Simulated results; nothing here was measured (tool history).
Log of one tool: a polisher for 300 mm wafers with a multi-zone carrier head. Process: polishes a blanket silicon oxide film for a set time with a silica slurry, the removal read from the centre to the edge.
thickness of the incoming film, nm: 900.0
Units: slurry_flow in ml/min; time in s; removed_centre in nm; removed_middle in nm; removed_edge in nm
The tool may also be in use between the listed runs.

run,hour,slurry_flow,centre_zone,middle_zone,edge_zone,slurry_solids,time,removed_centre,removed_middle,removed_edge
1,0.0,185,1.00,1.00,1.00,1.00,50,183.32,181.52,184.14
2,1.8,185,0.99,1.01,0.96,0.90,50,169.25,171.45,170.47
3,7.2,185,0.99,1.01,0.96,1.05,50,185.35,185.51,183.37
4,15.0,185,0.99,1.02,0.93,0.95,50,173.98,176.97,172.06
5,21.7,185,0.99,1.03,0.91,0.90,50,170.56,171.71,167.46
6,24.8,190,0.99,1.05,0.89,0.85,50,166.92,170.86,158.44
7,26.1,165,0.91,1.03,0.81,0.60,50,116.38,130.96,123.22
8,31.3,185,0.92,1.04,0.81,0.60,50,120.90,132.45,121.84
9,39.0,190,0.93,1.05,0.83,0.60,50,123.35,134.45,128.76

Run 10 comes next. What will it give?
10,40.7,195,0.94,1.07,0.83,0.60,50,?,?,?

{"run 10": {"removed_centre": 124.38, "removed_middle": 138.04, "removed_edge": 123.14}}

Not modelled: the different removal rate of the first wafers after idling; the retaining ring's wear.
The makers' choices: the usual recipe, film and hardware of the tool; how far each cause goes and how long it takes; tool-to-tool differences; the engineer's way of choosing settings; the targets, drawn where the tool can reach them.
